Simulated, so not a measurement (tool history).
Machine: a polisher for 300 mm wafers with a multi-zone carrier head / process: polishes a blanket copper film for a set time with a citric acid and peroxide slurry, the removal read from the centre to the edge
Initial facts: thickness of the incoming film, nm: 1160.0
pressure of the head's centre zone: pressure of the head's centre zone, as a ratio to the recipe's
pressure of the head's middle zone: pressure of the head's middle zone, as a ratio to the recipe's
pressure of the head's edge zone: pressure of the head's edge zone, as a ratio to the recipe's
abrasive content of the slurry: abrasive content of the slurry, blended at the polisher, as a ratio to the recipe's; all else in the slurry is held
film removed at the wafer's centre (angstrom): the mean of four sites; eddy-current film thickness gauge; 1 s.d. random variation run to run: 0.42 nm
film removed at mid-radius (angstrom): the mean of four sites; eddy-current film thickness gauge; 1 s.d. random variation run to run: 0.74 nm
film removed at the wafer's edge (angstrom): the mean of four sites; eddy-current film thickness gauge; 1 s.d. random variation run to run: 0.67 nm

run  hour  flow of slurry (ml/min)  pressure of the head's centre zone  pressure of the head's middle zone  pressure of the head's edge zone  abrasive content of the slurry  polishing time (s)  film removed at the wafer's centre (angstrom)  film removed at mid-radius (angstrom)  film removed at the wafer's edge (angstrom)
  1   0.0                      290                                1.00                                1.00                              1.00                            1.00                  68                                        1032.90                                1053.50                                      1026.60
  2   0.6                      290                                1.00                                1.00                              1.00                            0.80                  68                                         975.84                                 978.54                                       960.95
  3   3.1                      290                                1.00                                1.00                              1.00                            0.65                  68                                         894.11                                 904.37                                       892.51
  4   4.0                      290                                1.00                                0.99                              0.98                            0.60                  64                                         809.80                                 820.59                                       801.24
  5  12.7                      290                                1.00                                0.97                              0.95                            0.60                  62                                         787.39                                 770.38                                       776.90
  6  15.8                      255                                1.00                                0.97                              0.95                            0.60                  62                                         786.89                                 764.94                                       757.78

Run 7 comes next. What will it give?
  7  23.1                      245                                0.99                                0.96                              0.93                            0.60                  60                                              ?                                      ?                                            ?

{"run 7": {"film removed at the wafer's centre (angstrom)": 744.57, "film removed at mid-radius (angstrom)": 734.15, "film removed at the wafer's edge (angstrom)": 740.66}}

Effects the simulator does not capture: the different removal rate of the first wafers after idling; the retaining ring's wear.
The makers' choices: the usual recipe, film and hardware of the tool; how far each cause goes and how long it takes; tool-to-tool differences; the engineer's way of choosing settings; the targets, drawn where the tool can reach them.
